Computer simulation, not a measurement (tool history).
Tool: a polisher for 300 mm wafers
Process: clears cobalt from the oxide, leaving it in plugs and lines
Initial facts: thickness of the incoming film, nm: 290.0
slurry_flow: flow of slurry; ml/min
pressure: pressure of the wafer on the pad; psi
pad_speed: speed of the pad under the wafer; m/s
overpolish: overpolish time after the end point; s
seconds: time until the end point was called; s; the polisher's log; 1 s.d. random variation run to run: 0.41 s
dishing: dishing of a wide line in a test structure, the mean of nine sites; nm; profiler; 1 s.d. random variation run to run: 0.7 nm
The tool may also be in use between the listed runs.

run	hour	slurry_flow	pressure	pad_speed	overpolish	seconds	dishing
1	0	205	1.9	1.04	10	56.404	34.804
2	4.9	205	1.9	1.04	6	55.991	24.849
3	7.8	205	2	1.04	7	54.372	28.873
4	16.5	165	2	1.04	7	55.699	27.655
5	20.3	200	2	1.04	7	55.303	28.691
6	23	200	2.1	1.04	8	51.793	33.315
7	26.7	205	2.2	1.04	8	49.547	33.598
8	30.6	205	2.3	1.04	9	48.175	37.549
9	37.2	210	2.4	1.04	10	45.703	39.483
10	41.3	210	2.4	1.04	10	45.989	39.797
11	48.4	210	2.4	1.04	11	45.761	42.195
12	50.2	215	2.4	1.04	12	45.179	43.7
13	54.4	215	2.4	1.04	13	45.052	45.507

Forecast run 14:
14	55.7	220	2.4	1.04	14	?	?

Run 14 gave seconds 45.172 s, dishing 46.7 nm.

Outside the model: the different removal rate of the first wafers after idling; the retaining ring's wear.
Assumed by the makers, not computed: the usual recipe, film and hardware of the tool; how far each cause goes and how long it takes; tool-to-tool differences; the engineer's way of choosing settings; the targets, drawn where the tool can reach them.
